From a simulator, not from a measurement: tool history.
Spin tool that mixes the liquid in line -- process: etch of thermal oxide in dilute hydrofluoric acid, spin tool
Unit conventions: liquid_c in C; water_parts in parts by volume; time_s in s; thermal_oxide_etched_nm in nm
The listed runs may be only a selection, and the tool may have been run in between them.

run,hour,liquid_c,water_parts,time_s,thermal_oxide_etched_nm
1,0,22,45,80,9.1042
2,2.7,24.5,45,80,10.016
3,7.5,22,45,80,9.0744
4,11.7,20.5,45,80,8.4461
5,19.4,19.5,45,80,8.1867
6,22.6,19.5,45,60,6.0988
7,30.1,20,45,60,6.313
8,34,20.5,45,60,6.4327

What will run 9 give?
9,41.9,21,45,60,?

For run 9 the tool returned thermal_oxide_etched_nm 6.5353 nm.

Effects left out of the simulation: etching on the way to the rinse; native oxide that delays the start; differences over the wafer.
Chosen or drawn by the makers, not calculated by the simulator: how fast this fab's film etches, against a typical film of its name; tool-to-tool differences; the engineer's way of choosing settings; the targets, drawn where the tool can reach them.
